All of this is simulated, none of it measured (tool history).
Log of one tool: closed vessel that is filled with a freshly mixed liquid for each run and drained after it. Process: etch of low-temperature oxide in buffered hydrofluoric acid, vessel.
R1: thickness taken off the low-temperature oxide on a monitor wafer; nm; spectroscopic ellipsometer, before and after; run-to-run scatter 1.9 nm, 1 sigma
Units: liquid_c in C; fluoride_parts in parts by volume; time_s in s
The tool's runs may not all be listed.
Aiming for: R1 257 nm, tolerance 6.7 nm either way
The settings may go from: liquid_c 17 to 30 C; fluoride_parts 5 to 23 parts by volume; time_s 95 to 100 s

run 1 hour=0 | liquid_c=22 fluoride_parts=14 time_s=95 | R1=164.84
run 2 hour=2.6 | liquid_c=24 fluoride_parts=14 time_s=95 | R1=184.15
run 3 hour=5.2 | liquid_c=24 fluoride_parts=14 time_s=95 | R1=184.67
run 4 hour=6.3 | liquid_c=25.5 fluoride_parts=14 time_s=95 | R1=200.5
run 5 hour=14.1 | liquid_c=27 fluoride_parts=14 time_s=95 | R1=214.93
run 6 hour=15.2 | liquid_c=28 fluoride_parts=14 time_s=95 | R1=226.35
run 7 hour=17.1 | liquid_c=28.5 fluoride_parts=14 time_s=95 | R1=235.52
run 8 hour=20 | liquid_c=29 fluoride_parts=14 time_s=95 | R1=240.94
run 9 hour=27.5 | liquid_c=29.5 fluoride_parts=14 time_s=95 | R1=248.69

Next run, 4 choices. One meets every target within its allowed miss, the rest don't. Which?
run A hour=35 | liquid_c=28.5 fluoride_parts=14 time_s=95 | R1=?
run B hour=35 | liquid_c=30 fluoride_parts=15 time_s=95 | R1=?
run C hour=35 | liquid_c=30 fluoride_parts=14 time_s=95 | R1=?
run D hour=35 | liquid_c=30 fluoride_parts=13 time_s=95 | R1=?

move=A R1=235.54
move=B R1=238.27
move=C R1=254.98
move=D R1=274.19
A: misses by more than the last run did
B: misses by more than the last run did
C: all results in spec
D: takes the biggest miss from the last run beyond its target
Answer: C
